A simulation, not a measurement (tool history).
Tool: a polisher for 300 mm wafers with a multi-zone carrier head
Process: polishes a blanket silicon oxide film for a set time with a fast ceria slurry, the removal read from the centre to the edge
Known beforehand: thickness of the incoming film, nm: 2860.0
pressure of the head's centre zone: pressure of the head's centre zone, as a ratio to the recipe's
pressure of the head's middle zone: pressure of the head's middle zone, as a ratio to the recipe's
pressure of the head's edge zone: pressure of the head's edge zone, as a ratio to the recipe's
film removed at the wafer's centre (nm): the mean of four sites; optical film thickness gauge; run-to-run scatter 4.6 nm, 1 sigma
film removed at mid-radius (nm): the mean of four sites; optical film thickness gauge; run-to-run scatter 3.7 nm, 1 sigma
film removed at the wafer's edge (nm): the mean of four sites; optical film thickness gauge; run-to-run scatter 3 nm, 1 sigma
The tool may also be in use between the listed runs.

run  hour  flow of slurry (ml/min)  pressure of the head's centre zone  pressure of the head's middle zone  pressure of the head's edge zone  polishing time (s)  film removed at the wafer's centre (nm)  film removed at mid-radius (nm)  film removed at the wafer's edge (nm)
  1   0.0                      155                                1.00                                1.00                              1.00                  53                                   575.62                           578.33                                 599.20
  2   5.6                      155                                0.97                                1.00                              1.00                  53                                   563.65                           576.12                                 601.15
  3   7.4                      145                                0.94                                1.05                              0.95                  48                                   486.62                           539.92                                 523.95
  4  12.7                      145                                0.94                                1.09                              0.95                  48                                   486.55                           555.55                                 520.82
  5  19.9                      145                                0.94                                1.09                              0.95                  61                                   605.83                           707.73                                 674.42
  6  25.4                      145                                0.94                                1.09                              0.95                  50                                   505.72                           581.61                                 551.53
  7  32.4                      140                                0.92                                1.10                              0.91                  47                                   463.14                           542.77                                 497.82
  8  35.5                      135                                0.90                                1.11                              0.88                  45                                   433.45                           527.02                                 471.98

For run 9, what comes out?
  9  38.5                      130                                0.89                                1.11                              0.86                  44                                        ?                                ?                                      ?

Run 9 produced film removed at the wafer's centre (nm) 414.45, film removed at mid-radius (nm) 516.65, film removed at the wafer's edge (nm) 455.91.
